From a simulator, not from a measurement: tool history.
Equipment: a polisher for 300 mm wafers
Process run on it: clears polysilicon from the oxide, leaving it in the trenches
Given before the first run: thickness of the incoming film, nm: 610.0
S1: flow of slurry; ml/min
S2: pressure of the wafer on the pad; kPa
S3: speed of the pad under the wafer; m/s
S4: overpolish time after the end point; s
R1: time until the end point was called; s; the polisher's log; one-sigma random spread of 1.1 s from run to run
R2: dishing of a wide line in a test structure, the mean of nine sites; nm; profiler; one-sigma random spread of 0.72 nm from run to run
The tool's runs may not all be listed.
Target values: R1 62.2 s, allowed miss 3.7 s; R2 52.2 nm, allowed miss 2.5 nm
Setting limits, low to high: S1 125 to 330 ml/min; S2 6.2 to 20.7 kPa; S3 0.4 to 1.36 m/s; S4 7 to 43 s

run 1 hour=0 | S1=210 S2=13.1 S3=0.88 S4=22 | R1=85.741 R2=49.535
run 2 hour=7.2 | S1=210 S2=10.3 S3=0.88 S4=22 | R1=101.6 R2=47.835
run 3 hour=14.5 | S1=210 S2=10.3 S3=0.88 S4=31 | R1=98.214 R2=50.34
run 4 hour=17.5 | S1=210 S2=10.3 S3=0.88 S4=39 | R1=100.34 R2=51.781
run 5 hour=24.3 | S1=210 S2=11.7 S3=0.9 S4=36 | R1=89.023 R2=50.696
run 6 hour=27.8 | S1=210 S2=11.7 S3=0.76 S4=36 | R1=103.92 R2=50.542
run 7 hour=30.4 | S1=210 S2=15.9 S3=0.84 S4=29 | R1=76.514 R2=50.919
run 8 hour=32 | S1=210 S2=16.5 S3=0.84 S4=29 | R1=73.324 R2=51.57
run 9 hour=40.2 | S1=210 S2=17.2 S3=0.84 S4=29 | R1=72.148 R2=51.31
run 10 hour=40.9 | S1=210 S2=17.9 S3=0.84 S4=29 | R1=69.517 R2=51.814

Next run, 4 choices. One meets every target within its allowed miss, the rest don't. Which?
run A hour=41.6 | S1=220 S2=17.9 S3=0.8 S4=30 | R1=? R2=?
run B hour=41.6 | S1=195 S2=17.2 S3=0.82 S4=30 | R1=? R2=?
run C hour=41.6 | S1=155 S2=20 S3=0.9 S4=28 | R1=? R2=?
run D hour=41.6 | S1=200 S2=18.6 S3=0.82 S4=28 | R1=? R2=?

move=A R1=69.996 R2=50.745
move=B R1=72.376 R2=50.655
move=C R1=61.747 R2=50.876
move=D R1=67.473 R2=50.658
A: lands further from the targets than the last run did
B: lands further from the targets than the last run did
C: hits every target within its allowed miss
D: nearer the targets than the last run, but a result is still out of spec
So the answer is move C, the one that meets all the targets.

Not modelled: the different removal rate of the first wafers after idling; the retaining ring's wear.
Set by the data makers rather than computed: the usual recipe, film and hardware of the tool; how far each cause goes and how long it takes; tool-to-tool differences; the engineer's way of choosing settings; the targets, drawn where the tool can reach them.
